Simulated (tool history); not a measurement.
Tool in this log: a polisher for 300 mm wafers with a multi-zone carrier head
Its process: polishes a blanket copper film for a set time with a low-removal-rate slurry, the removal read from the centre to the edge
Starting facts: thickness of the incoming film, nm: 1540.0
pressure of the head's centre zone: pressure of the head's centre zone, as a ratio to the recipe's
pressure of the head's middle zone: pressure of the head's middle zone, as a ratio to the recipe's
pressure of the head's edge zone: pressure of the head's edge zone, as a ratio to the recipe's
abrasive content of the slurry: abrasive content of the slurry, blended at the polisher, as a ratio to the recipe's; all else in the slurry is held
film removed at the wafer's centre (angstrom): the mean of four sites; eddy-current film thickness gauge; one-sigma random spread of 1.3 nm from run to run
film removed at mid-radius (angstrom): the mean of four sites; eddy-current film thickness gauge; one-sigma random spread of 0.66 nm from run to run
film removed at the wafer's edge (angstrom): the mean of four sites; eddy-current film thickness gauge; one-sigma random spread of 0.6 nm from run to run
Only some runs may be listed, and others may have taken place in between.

| run | day | flow of slurry (ml/min) | pressure of the head's centre zone | pressure of the head's middle zone | pressure of the head's edge zone | abrasive content of the slurry | polishing time (s) | film removed at the wafer's centre (angstrom) | film removed at mid-radius (angstrom) | film removed at the wafer's edge (angstrom) |
|---|---|---|---|---|---|---|---|---|---|---|
| 1 | 0.000 | 220 | 1.00 | 1.00 | 1.00 | 1.00 | 59 | 1864.5 | 1888.6 | 1877.0 |
| 2 | 0.367 | 210 | 0.96 | 0.96 | 0.96 | 0.85 | 51 | 1503.0 | 1554.1 | 1568.5 |
| 3 | 0.483 | 200 | 0.94 | 0.93 | 0.93 | 0.75 | 45 | 1265.9 | 1312.6 | 1318.7 |
| 4 | 0.671 | 200 | 0.94 | 0.93 | 0.93 | 0.95 | 45 | 1333.8 | 1359.0 | 1380.4 |
| 5 | 0.871 | 190 | 0.91 | 0.90 | 0.91 | 0.85 | 42 | 1213.0 | 1186.2 | 1248.4 |
| 6 | 1.062 | 235 | 0.91 | 0.90 | 0.91 | 0.85 | 42 | 1213.7 | 1222.9 | 1271.7 |
| 7 | 1.354 | 235 | 0.88 | 0.88 | 0.89 | 0.75 | 40 | 1076.6 | 1141.1 | 1183.0 |

What does the tool deliver on the next run?
| 8 | 1.588 | 220 | 0.87 | 0.86 | 0.87 | 0.70 | 39 | ? | ? | ? |

{"run 8": {"film removed at the wafer's centre (angstrom)": 1056.6, "film removed at mid-radius (angstrom)": 1071.8, "film removed at the wafer's edge (angstrom)": 1118.0}}
